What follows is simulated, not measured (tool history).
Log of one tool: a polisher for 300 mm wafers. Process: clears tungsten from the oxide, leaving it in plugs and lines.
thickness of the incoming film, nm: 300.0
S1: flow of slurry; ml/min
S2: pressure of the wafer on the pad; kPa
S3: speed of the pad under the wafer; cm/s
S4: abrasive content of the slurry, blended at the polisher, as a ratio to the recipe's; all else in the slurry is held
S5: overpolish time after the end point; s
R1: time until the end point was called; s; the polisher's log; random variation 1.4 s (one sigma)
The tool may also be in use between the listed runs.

Run 1, day 0.000: S1 200 ml/min, S2 27.6 kPa, S3 128 cm/s, S4 1.0, S5 32 s. Result: R1 40.312 s.
Run 2, day 0.267: S1 200 ml/min, S2 27.6 kPa, S3 106 cm/s, S4 1.0, S5 32 s. Result: R1 48.837 s.
Run 3, day 0.333: S1 200 ml/min, S2 27.6 kPa, S3 106 cm/s, S4 1.0, S5 34 s. Result: R1 49.134 s.
Run 4, day 0.625: S1 200 ml/min, S2 26.2 kPa, S3 104 cm/s, S4 1.0, S5 34 s. Result: R1 52.059 s.
Run 5, day 0.933: S1 200 ml/min, S2 24.8 kPa, S3 102 cm/s, S4 1.0, S5 34 s. Result: R1 54.674 s.
Run 6, day 1.025: S1 200 ml/min, S2 24.8 kPa, S3 102 cm/s, S4 1.0, S5 32 s. Result: R1 56.933 s.
Run 7, day 1.150: S1 200 ml/min, S2 24.1 kPa, S3 102 cm/s, S4 1.0, S5 32 s. Result: R1 57.023 s.
Run 8, day 1.417: S1 200 ml/min, S2 24.1 kPa, S3 102 cm/s, S4 1.0, S5 32 s. Result: R1 56.556 s.

The next listed run, before its measurement:
Run 9, day 1.533: S1 200 ml/min, S2 22.8 kPa, S3 102 cm/s, S4 1.0, S5 32 s. Result: R1 ?.

{"run 9": {"R1": 58.91}}

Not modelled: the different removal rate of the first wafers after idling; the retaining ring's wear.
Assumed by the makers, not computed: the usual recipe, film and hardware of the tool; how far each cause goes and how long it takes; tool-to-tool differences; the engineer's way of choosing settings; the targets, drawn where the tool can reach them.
